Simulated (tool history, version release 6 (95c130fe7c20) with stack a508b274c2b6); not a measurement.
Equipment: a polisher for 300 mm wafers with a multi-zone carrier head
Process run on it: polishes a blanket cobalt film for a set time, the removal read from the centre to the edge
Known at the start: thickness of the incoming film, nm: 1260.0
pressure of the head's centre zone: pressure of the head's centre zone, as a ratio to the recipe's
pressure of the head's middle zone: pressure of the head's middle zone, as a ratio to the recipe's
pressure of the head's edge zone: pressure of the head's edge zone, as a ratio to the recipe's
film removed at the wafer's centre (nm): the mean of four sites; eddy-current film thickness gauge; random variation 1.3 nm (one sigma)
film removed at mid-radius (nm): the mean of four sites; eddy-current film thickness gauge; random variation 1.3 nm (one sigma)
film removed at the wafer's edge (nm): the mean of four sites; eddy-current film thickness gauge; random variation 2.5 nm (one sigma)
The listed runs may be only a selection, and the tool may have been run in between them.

run	hour	flow of slurry (ml/min)	pressure of the head's centre zone	pressure of the head's middle zone	pressure of the head's edge zone	polishing time (s)	film removed at the wafer's centre (nm)	film removed at mid-radius (nm)	film removed at the wafer's edge (nm)
1	0	205	1	1	1	49	270.81	264.67	266.89
2	0.8	205	1	1	0.92	49	272.31	266.51	257.03
3	2.3	205	1	0.97	0.92	49	271.15	256.65	258
4	5.9	195	0.96	0.95	0.89	46	245.15	236.84	236.54
5	12.9	195	1.03	0.95	0.89	46	260.37	238.19	237.79
6	13.6	195	1.03	0.95	0.89	57	324.02	293.67	294.56
7	17.4	180	0.97	0.93	0.87	52	273.38	264.28	264.17
8	24.1	175	0.93	0.91	0.86	48	240.91	234.16	244.47
9	32.6	165	0.85	0.95	0.81	36	162.5	183.06	177.63
10	41.3	185	0.86	0.94	0.83	36	168.82	184.01	182.46
11	44.3	200	0.86	0.94	0.85	36	170.39	186.74	180.88
12	48.4	200	0.87	0.94	0.88	36	173.98	185.95	186.04
13	54.2	205	0.87	0.94	0.9	36	171.37	188.16	188.93

Run 14 has not been measured yet. What should we expect?
14	57.1	210	0.88	0.93	0.91	36	?	?	?

Logged for run 14: film removed at the wafer's centre (nm) 176.15, film removed at mid-radius (nm) 186.17, film removed at the wafer's edge (nm) 187.35.
